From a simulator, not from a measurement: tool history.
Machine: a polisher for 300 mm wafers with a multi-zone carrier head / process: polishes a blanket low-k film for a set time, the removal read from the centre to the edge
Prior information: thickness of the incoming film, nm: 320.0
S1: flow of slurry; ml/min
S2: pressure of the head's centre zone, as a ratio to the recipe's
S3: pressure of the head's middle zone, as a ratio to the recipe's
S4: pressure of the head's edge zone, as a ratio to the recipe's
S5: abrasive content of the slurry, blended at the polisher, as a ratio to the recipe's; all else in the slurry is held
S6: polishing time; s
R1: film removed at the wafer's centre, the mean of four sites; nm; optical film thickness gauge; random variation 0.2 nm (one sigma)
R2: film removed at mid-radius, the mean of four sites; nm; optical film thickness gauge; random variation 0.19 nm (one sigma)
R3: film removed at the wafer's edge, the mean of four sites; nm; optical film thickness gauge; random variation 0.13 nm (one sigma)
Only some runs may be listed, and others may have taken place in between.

| run | hour | S1 | S2 | S3 | S4 | S5 | S6 | R1 | R2 | R3 |
|---|---|---|---|---|---|---|---|---|---|---|
| 1 | 0.0 | 175 | 1.00 | 1.00 | 1.00 | 1.00 | 63 | 21.346 | 19.677 | 19.876 |
| 2 | 3.4 | 175 | 1.00 | 1.00 | 1.04 | 1.00 | 63 | 21.121 | 19.397 | 19.946 |
| 3 | 7.0 | 170 | 0.98 | 1.01 | 1.03 | 0.95 | 63 | 19.761 | 18.667 | 19.688 |
| 4 | 8.2 | 170 | 0.98 | 1.01 | 1.06 | 0.95 | 63 | 19.926 | 19.090 | 19.943 |
| 5 | 10.4 | 170 | 0.97 | 1.03 | 1.04 | 0.90 | 63 | 19.632 | 18.477 | 18.629 |
| 6 | 12.0 | 170 | 0.97 | 1.03 | 1.04 | 0.90 | 52 | 16.091 | 15.280 | 15.500 |
| 7 | 15.9 | 170 | 0.97 | 1.03 | 1.04 | 0.90 | 52 | 16.180 | 15.383 | 15.391 |
| 8 | 17.2 | 175 | 0.95 | 1.05 | 1.05 | 0.90 | 52 | 15.828 | 15.418 | 15.468 |
| 9 | 25.8 | 175 | 0.93 | 1.07 | 1.05 | 0.95 | 52 | 16.110 | 16.322 | 15.923 |
| 10 | 31.7 | 175 | 0.91 | 1.09 | 1.06 | 0.95 | 52 | 15.745 | 16.784 | 16.198 |
| 11 | 39.2 | 175 | 0.90 | 1.10 | 1.06 | 0.95 | 52 | 15.038 | 16.764 | 16.174 |
| 12 | 41.4 | 205 | 0.89 | 1.19 | 1.05 | 1.00 | 52 | 16.699 | 19.284 | 16.974 |
| 13 | 42.4 | 200 | 0.88 | 1.19 | 1.05 | 1.00 | 52 | 16.001 | 18.843 | 16.839 |
| 14 | 46.5 | 195 | 0.88 | 1.19 | 1.05 | 1.00 | 52 | 16.191 | 18.709 | 16.903 |
| 15 | 52.2 | 195 | 0.87 | 1.19 | 1.04 | 1.00 | 52 | 15.782 | 18.807 | 17.084 |

Run 16 has not been measured yet. What should we expect?
| 16 | 53.2 | 200 | 0.87 | 1.19 | 1.04 | 1.00 | 52 | ? | ? | ? |

For run 16 the tool returned R1 16.251 nm, R2 18.714 nm, R3 17.017 nm.
